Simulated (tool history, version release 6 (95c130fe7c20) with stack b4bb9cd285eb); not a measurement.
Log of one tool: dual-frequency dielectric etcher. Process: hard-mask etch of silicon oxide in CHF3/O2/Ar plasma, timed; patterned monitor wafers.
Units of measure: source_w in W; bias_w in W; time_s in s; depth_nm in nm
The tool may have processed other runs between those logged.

run,hour,source_w,bias_w,time_s,depth_nm
1,0.0,670,129,27.5,48.708
2,4.9,580,129,27.5,45.409
3,7.3,580,119,27.5,44.288
4,14.7,500,119,27.5,40.355
5,20.7,560,121,27.5,43.524
# hour 23.2: wet clean of the chamber
6,23.2,560,107,27.5,43.071
7,26.3,610,109,27.5,45.408
8,34.3,650,110,27.5,47.415
9,35.9,680,111,27.5,48.294
10,43.7,710,112,27.5,49.761

Predict the results of run 11:
11,44.5,730,113,27.5,?

depth_nm: 50.578 nm
